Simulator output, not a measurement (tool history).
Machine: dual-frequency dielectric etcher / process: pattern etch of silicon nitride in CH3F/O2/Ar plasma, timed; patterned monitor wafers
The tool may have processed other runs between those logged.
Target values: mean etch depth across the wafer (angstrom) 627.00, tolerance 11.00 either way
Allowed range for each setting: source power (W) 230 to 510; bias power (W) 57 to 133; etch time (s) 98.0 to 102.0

run  hour  source power (W)  bias power (W)  etch time (s)  mean etch depth across the wafer (angstrom)
  1   0.0               370              95           98.0                                       698.93
  2   1.1               370              95          102.0                                       725.32
  3   6.9               350              94          102.0                                       707.06
  4  15.1               340              94          102.0                                       705.75
  5  21.8               330              93          102.0                                       694.51
  6  25.3               320              92          102.0                                       674.36
  7  32.0               310              92          102.0                                       674.63
  8  41.1               300              92          102.0                                       663.81
  9  48.4               290              92          102.0                                       647.51
 10  54.4               280              92          102.0                                       649.64

Below are 5 possible settings for the next run. Only one of them brings all results inside the allowed miss of their targets. Which is it?
  A  60.4               240              92           99.0                                            ?
  B  60.4               290             104           98.5                                            ?
  C  60.4               300              97           98.0                                            ?
  D  60.4               260              93           98.0                                            ?
  E  60.4               240             109           99.5                                            ?

move  mean etch depth across the wafer (angstrom)
   A                                       589.40
   B                                       656.07
   C                                       648.07
   D                                       604.51
   E                                       623.31
A: carries the result that was furthest off beyond its target, to the other side
B: the biggest miss grows against the last run
C: gains on the last run, yet a result remains outside its allowed miss
D: carries the result that was furthest off beyond its target, to the other side
E: each result inside its tolerance
So the answer is move E, the one that meets all the targets.

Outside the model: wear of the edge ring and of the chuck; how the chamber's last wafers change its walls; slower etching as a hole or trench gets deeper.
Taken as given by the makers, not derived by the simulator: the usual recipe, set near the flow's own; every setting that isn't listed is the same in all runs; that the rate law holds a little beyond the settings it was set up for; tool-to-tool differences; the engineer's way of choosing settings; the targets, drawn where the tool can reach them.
